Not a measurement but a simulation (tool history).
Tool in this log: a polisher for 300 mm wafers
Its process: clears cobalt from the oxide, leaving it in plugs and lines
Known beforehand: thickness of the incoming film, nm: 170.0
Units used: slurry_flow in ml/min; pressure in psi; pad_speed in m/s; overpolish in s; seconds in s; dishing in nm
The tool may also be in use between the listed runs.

Run 1, hour 0.0: slurry_flow 120 ml/min, pressure 1.9 psi, pad_speed 0.86 m/s, overpolish 12 s. Result: seconds 46.242 s, dishing 26.738 nm.
Run 2, hour 2.3: slurry_flow 120 ml/min, pressure 1.5 psi, pad_speed 0.86 m/s, overpolish 12 s. Result: seconds 56.198 s, dishing 23.312 nm.
Run 3, hour 7.0: slurry_flow 120 ml/min, pressure 1.9 psi, pad_speed 0.86 m/s, overpolish 12 s. Result: seconds 47.185 s, dishing 25.830 nm.
Run 4, hour 9.5: slurry_flow 100 ml/min, pressure 1.9 psi, pad_speed 0.86 m/s, overpolish 12 s. Result: seconds 48.477 s, dishing 26.199 nm.
Run 5, hour 10.5: slurry_flow 95 ml/min, pressure 1.6 psi, pad_speed 0.86 m/s, overpolish 12 s. Result: seconds 57.280 s, dishing 22.877 nm.
Run 6, hour 13.4: slurry_flow 90 ml/min, pressure 1.4 psi, pad_speed 0.86 m/s, overpolish 12 s. Result: seconds 64.263 s, dishing 20.990 nm.
Run 7, hour 17.8: slurry_flow 85 ml/min, pressure 1.3 psi, pad_speed 0.86 m/s, overpolish 12 s. Result: seconds 69.967 s, dishing 19.731 nm.

Forecast run 8:
Run 8, hour 20.9: slurry_flow 70 ml/min, pressure 1.2 psi, pad_speed 0.86 m/s, overpolish 13 s. Result: seconds ?, dishing ?.

For run 8 the tool returned seconds 79.747 s, dishing 19.199 nm.
